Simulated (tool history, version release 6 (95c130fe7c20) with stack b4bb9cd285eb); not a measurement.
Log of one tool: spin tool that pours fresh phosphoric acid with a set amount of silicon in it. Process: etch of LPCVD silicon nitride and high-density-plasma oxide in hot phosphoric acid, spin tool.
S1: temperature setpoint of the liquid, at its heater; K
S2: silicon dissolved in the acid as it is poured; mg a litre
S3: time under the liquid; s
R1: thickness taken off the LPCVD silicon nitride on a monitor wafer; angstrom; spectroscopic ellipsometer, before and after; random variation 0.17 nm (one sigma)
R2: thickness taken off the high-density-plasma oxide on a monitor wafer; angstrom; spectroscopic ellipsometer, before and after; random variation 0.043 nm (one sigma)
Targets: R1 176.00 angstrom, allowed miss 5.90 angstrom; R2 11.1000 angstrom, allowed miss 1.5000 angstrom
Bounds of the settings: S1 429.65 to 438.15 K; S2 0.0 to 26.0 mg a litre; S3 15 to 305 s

run 1 hour=0.0 | S1=433.15 S2=11.5 S3=155 | R1=121.08 R2=6.0280
run 2 hour=4.9 | S1=434.15 S2=10.5 S3=165 | R1=133.06 R2=7.4355
run 3 hour=10.6 | S1=434.15 S2=7.5 S3=165 | R1=131.83 R2=7.6209
run 4 hour=14.1 | S1=434.65 S2=8.5 S3=175 | R1=146.61 R2=7.8589
run 5 hour=14.8 | S1=434.65 S2=12.0 S3=175 | R1=143.85 R2=7.7251
run 6 hour=23.3 | S1=435.15 S2=11.0 S3=180 | R1=149.10 R2=8.1077
run 7 hour=27.8 | S1=435.65 S2=9.5 S3=185 | R1=155.02 R2=9.9314
-- hour=31.2 dissolved silicon flow meter replaced
run 8 hour=31.2 | S1=435.65 S2=10.0 S3=190 | R1=162.31 R2=9.4989

Which of these 5 next moves meets every target?
run A hour=34.6 | S1=436.15 S2=6.5 S3=205 | R1=? R2=?
run B hour=34.6 | S1=429.65 S2=17.5 S3=255 | R1=? R2=?
run C hour=34.6 | S1=431.65 S2=15.5 S3=235 | R1=? R2=?
run D hour=34.6 | S1=434.15 S2=7.5 S3=190 | R1=? R2=?
run E hour=34.6 | S1=437.15 S2=9.0 S3=185 | R1=? R2=?

move=A R1=177.14 R2=11.1100
move=B R1=177.09 R2=6.5975
move=C R1=174.67 R2=7.4401
move=D R1=153.61 R2=8.7078
move=E R1=165.23 R2=10.2290
A: meets every target
B: brings the result that was furthest off to its target, and leaves another outside
C: brings the result that was furthest off to its target, and leaves another outside
D: further off than the last run
E: nearer than the last run, and not there yet
Move A is the one to make.
